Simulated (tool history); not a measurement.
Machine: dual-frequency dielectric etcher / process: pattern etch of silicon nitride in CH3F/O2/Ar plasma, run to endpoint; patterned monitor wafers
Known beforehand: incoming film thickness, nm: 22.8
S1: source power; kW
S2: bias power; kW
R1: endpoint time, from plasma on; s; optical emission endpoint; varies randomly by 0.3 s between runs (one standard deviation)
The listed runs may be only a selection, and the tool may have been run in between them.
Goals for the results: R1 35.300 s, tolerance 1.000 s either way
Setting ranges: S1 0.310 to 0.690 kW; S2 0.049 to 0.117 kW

Run 1, hour 0.0: S1 0.500 kW, S2 0.083 kW. Result: R1 29.735 s.
Run 2, hour 7.6: S1 0.460 kW, S2 0.083 kW. Result: R1 31.244 s.
Run 3, hour 15.4: S1 0.540 kW, S2 0.083 kW. Result: R1 29.427 s.
Run 4, hour 23.8: S1 0.520 kW, S2 0.080 kW. Result: R1 30.621 s.
Run 5, hour 29.1: S1 0.500 kW, S2 0.079 kW. Result: R1 30.721 s.
Run 6, hour 33.0: S1 0.480 kW, S2 0.077 kW. Result: R1 31.972 s.
Run 7, hour 40.2: S1 0.470 kW, S2 0.076 kW. Result: R1 32.380 s.
Run 8, hour 45.6: S1 0.470 kW, S2 0.076 kW. Result: R1 31.961 s.
Run 9, hour 47.3: S1 0.460 kW, S2 0.075 kW. Result: R1 32.222 s.
Run 10, hour 54.6: S1 0.450 kW, S2 0.074 kW. Result: R1 32.705 s.
Run 11, hour 56.2: S1 0.440 kW, S2 0.073 kW. Result: R1 32.850 s.
Run 12, hour 59.4: S1 0.430 kW, S2 0.072 kW. Result: R1 34.073 s.

Pick the move, out of 5, that brings all results within their allowed miss; only one does.
Run A, hour 62.6: S1 0.460 kW, S2 0.052 kW. Result: R1 ?.
Run B, hour 62.6: S1 0.380 kW, S2 0.058 kW. Result: R1 ?.
Run C, hour 62.6: S1 0.310 kW, S2 0.081 kW. Result: R1 ?.
Run D, hour 62.6: S1 0.370 kW, S2 0.059 kW. Result: R1 ?.
Run E, hour 62.6: S1 0.310 kW, S2 0.093 kW. Result: R1 ?.

move      R1
   A  37.697
   B  38.121
   C  35.013
   D  38.138
   E  33.009
A: takes the biggest miss from the last run beyond its target
B: takes the biggest miss from the last run beyond its target
C: hits every target within its allowed miss
D: takes the biggest miss from the last run beyond its target
E: the biggest miss grows against the last run
The move that meets every target is C.
